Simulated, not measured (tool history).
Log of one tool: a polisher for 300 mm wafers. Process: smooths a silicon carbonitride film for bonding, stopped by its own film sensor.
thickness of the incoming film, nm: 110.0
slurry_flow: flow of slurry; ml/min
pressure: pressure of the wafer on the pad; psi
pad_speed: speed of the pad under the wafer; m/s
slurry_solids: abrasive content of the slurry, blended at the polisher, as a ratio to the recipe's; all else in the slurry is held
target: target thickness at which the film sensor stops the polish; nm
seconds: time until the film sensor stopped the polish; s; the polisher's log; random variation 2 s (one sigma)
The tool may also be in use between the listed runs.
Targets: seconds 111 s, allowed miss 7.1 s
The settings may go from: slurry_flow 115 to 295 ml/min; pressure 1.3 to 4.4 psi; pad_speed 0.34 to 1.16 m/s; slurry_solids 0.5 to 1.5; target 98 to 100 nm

run,hour,slurry_flow,pressure,pad_speed,slurry_solids,target,seconds
1,0,190,2.8,0.74,1,98,57.71
2,6,190,2.8,0.74,1,100,49.243
3,8.5,190,2.8,0.62,1,100,54.426
4,17,190,3.5,0.62,1,100,44.252
5,24.6,190,2.8,0.62,1,100,56.664
6,28.2,190,2.6,0.6,1,100,61.139
7,34.7,190,2.4,0.58,1,100,68.567
8,39.7,190,2.2,0.56,1,100,76.75
9,43.4,190,2.1,0.56,1,100,79.054
10,47.2,190,2,0.56,1,100,83.019
11,52.4,190,1.9,0.56,1,100,89.352
12,59.3,190,1.3,0.54,1,100,134.37

5 next moves are on the table. One of them brings every result within its allowed miss. Which?
A,66.2,210,1.3,0.5,1.2,98,?
B,66.2,195,1.3,0.5,0.9,99,?
C,66.2,270,2.3,0.4,0.65,100,?
D,66.2,230,2.8,0.42,0.85,99,?
E,66.2,190,1.6,0.52,1,100,?

move,seconds
A,144.01
B,160.86
C,136.01
D,91.191
E,108.24
A: further off than the last run
B: further off than the last run
C: further off than the last run
D: takes the result that was furthest off past its target
E: meets every target
Move E is the one to make.
